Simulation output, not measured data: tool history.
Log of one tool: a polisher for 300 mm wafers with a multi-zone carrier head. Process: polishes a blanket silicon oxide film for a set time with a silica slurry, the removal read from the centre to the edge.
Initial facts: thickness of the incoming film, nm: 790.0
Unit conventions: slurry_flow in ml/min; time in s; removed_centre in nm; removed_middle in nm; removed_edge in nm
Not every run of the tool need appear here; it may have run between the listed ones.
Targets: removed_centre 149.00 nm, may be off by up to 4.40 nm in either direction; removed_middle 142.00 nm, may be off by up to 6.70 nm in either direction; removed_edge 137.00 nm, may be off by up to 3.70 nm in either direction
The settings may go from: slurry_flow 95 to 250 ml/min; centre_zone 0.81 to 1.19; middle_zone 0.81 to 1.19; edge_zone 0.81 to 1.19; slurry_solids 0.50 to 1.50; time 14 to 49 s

run  hour  slurry_flow  centre_zone  middle_zone  edge_zone  slurry_solids  time  removed_centre  removed_middle  removed_edge
  1   0.0          160         1.00         1.00       1.00           1.00    31          119.62          120.10        119.26
  2   3.5          175         1.03         1.02       1.03           1.05    31          127.77          123.61        123.55
  3   6.7          185         1.04         1.04       1.05           1.10    31          131.29          127.90        128.30
  4  10.8          225         1.04         1.04       1.05           1.10    31          133.84          127.99        129.21
  5  14.7          225         1.04         1.04       1.05           0.95    31          126.40          125.74        122.52
  6  16.6          225         1.04         1.04       1.05           0.95    37          150.07          146.61        147.83
  7  18.2          225         1.05         1.03       1.02           0.95    37          150.66          147.14        146.22
  8  22.1          225         1.06         1.02       1.00           0.95    37          153.78          146.49        145.02
  9  30.7          225         1.06         1.01       0.98           0.95    37          153.28          142.74        143.50
 10  38.6          225         1.06         1.01       0.96           0.95    37          151.42          143.92        142.30
 11  42.6          225         1.06         1.01       0.94           0.95    37          154.74          146.18        141.75
 12  50.6          225         1.06         1.00       0.93           0.95    37          151.83          143.83        143.10

4 next moves are on the table. One of them brings every result within its allowed miss. Which?
  A  58.6          230         1.01         1.00       0.95           0.95    39               ?               ?             ?
  B  58.6          205         1.08         1.03       1.10           1.05    35               ?               ?             ?
  C  58.6          250         0.93         0.92       0.91           1.20    37               ?               ?             ?
  D  58.6          250         1.04         1.00       0.90           0.95    36               ?               ?             ?

move  removed_centre  removed_middle  removed_edge
   A          156.69          145.59        149.59
   B          152.63          137.42        145.79
   C          153.33          142.60        154.32
   D          149.76          135.60        136.50
A: lands further from the targets than the last run did
B: lands further from the targets than the last run did
C: lands further from the targets than the last run did
D: every result within its allowed miss
Correct choice: D, which meets every target
